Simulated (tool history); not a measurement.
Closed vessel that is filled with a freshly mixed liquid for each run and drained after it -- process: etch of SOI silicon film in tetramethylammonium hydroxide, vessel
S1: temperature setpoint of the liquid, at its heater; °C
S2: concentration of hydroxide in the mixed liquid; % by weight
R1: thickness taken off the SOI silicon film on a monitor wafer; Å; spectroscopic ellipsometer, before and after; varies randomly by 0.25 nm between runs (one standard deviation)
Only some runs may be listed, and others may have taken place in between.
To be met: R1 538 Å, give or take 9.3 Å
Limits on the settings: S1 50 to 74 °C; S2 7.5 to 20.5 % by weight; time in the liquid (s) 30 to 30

run 1 day=0 | S1=61 S2=14 time_in_the_liquid_(s)=30 | R1=1057.9
run 2 day=0.058 | S1=57.5 S2=14 time_in_the_liquid_(s)=30 | R1=850.68
run 3 day=0.442 | S1=55 S2=14 time_in_the_liquid_(s)=30 | R1=725.66
run 4 day=0.817 | S1=53.5 S2=14 time_in_the_liquid_(s)=30 | R1=663.18
run 5 day=0.992 | S1=57 S2=14 time_in_the_liquid_(s)=30 | R1=825.44
run 6 day=1.371 | S1=54.5 S2=14 time_in_the_liquid_(s)=30 | R1=702
run 7 day=1.65 | S1=53 S2=14 time_in_the_liquid_(s)=30 | R1=636.06
run 8 day=1.846 | S1=52 S2=14 time_in_the_liquid_(s)=30 | R1=595.07
run 9 day=2.212 | S1=51.5 S2=14 time_in_the_liquid_(s)=30 | R1=577.78
run 10 day=2.288 | S1=51 S2=14 time_in_the_liquid_(s)=30 | R1=555.57

Exactly one of the 5 candidate moves below puts every result within its allowed miss. Which one?
run A day=2.362 | S1=51.5 S2=14.5 time_in_the_liquid_(s)=30 | R1=?
run B day=2.362 | S1=54 S2=19.5 time_in_the_liquid_(s)=30 | R1=?
run C day=2.362 | S1=50 S2=13 time_in_the_liquid_(s)=30 | R1=?
run D day=2.362 | S1=50 S2=14.5 time_in_the_liquid_(s)=30 | R1=?
run E day=2.362 | S1=50 S2=12 time_in_the_liquid_(s)=30 | R1=?

move=A R1=563.34
move=B R1=589.65
move=C R1=538.23
move=D R1=509.96
move=E R1=557.09
A: its largest miss is bigger than the last run's
B: its largest miss is bigger than the last run's
C: hits every target within its allowed miss
D: takes the result that was furthest off past its target
E: its largest miss is bigger than the last run's
C meets every target.
